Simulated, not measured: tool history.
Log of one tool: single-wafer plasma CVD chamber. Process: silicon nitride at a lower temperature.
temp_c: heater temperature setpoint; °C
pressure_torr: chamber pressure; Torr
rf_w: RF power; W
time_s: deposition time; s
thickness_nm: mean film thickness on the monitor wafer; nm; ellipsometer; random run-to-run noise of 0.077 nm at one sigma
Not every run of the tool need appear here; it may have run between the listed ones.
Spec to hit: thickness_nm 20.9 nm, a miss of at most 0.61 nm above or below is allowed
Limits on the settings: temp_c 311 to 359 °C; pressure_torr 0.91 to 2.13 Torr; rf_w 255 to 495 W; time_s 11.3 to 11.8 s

run	hour	temp_c	pressure_torr	rf_w	time_s	thickness_nm
1	0	335	1.52	375	11.8	17.992
2	4.1	335	1.52	375	11.8	17.904
3	7.8	340	1.52	375	11.8	17.949
4	10.9	340	1.37	375	11.8	17.184
5	18.9	340	1.5	385	11.8	18.039
6	23.2	340	1.6	395	11.8	18.832
7	31.6	340	1.6	395	11.8	18.833
8	37.8	340	1.67	400	11.8	19.292
9	41.3	340	1.72	405	11.8	19.538

Exercise: of the 4 proposed moves below, exactly one satisfies all targets within the stated allowed misses. Which move is it?
A	44.8	353	1.82	365	11.8	?
B	44.8	347	1.89	425	11.8	?
C	44.8	347	1.71	385	11.8	?
D	44.8	335	1.65	405	11.5	?

move	thickness_nm
A	18.872
B	20.598
C	18.952
D	18.732
A: lands further from the targets than the last run did
B: hits every target within its allowed miss
C: lands further from the targets than the last run did
D: lands further from the targets than the last run did
The move that meets every target is B.
